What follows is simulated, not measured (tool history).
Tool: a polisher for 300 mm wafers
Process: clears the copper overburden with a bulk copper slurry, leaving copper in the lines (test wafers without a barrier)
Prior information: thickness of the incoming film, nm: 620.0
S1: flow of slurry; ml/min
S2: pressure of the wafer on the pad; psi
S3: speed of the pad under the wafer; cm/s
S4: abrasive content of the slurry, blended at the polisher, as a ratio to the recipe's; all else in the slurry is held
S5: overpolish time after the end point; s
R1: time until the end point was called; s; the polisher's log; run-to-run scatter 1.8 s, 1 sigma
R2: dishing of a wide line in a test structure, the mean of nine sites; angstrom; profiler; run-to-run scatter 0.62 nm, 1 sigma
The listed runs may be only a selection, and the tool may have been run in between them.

{"run": 1, "hour": 0.0, "S1": 170, "S2": 1.9, "S3": 128, "S4": 1.0, "S5": 19, "R1": 69.964, "R2": 294.51}
{"run": 2, "hour": 4.4, "S1": 170, "S2": 1.7, "S3": 124, "S4": 1.0, "S5": 23, "R1": 79.309, "R2": 297.16}
{"run": 3, "hour": 7.2, "S1": 170, "S2": 1.5, "S3": 122, "S4": 1.0, "S5": 25, "R1": 89.938, "R2": 287.72}
{"run": 4, "hour": 12.0, "S1": 170, "S2": 1.5, "S3": 110, "S4": 1.0, "S5": 25, "R1": 100.94, "R2": 290.8}
{"run": 5, "hour": 15.6, "S1": 170, "S2": 1.2, "S3": 110, "S4": 1.0, "S5": 25, "R1": 124.94, "R2": 289.68}
{"run": 6, "hour": 18.6, "S1": 170, "S2": 1.2, "S3": 110, "S4": 0.8, "S5": 25, "R1": 132.76, "R2": 267.26}

Run 7 has not been measured yet. What should we expect?
{"run": 7, "hour": 26.0, "S1": 170, "S2": 1.2, "S3": 110, "S4": 0.85, "S5": 26, "R1": "?", "R2": "?"}

{"run 7": {"R1": 131.83, "R2": 275.44}}
